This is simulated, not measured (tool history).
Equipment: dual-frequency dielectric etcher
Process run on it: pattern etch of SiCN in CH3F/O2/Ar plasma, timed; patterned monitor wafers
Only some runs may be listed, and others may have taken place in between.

run,hour,source power (kW),bias power (kW),etch time (s),mean etch depth across the wafer (nm)
1,0,0.33,0.059,38,12.01
2,4.1,0.33,0.069,38,12.576
3,5.5,0.33,0.065,38,12.359
4,11.2,0.3,0.063,38,11.832
5,19.4,0.3,0.063,38,11.807
6,26.4,0.27,0.062,38,11.223
7,28.2,0.26,0.062,38,11.081
8,30.2,0.21,0.06,38,10.044

What does the tool deliver on the next run?
9,34.4,0.22,0.06,38,?

{"run 9": {"mean etch depth across the wafer (nm)": 10.313}}

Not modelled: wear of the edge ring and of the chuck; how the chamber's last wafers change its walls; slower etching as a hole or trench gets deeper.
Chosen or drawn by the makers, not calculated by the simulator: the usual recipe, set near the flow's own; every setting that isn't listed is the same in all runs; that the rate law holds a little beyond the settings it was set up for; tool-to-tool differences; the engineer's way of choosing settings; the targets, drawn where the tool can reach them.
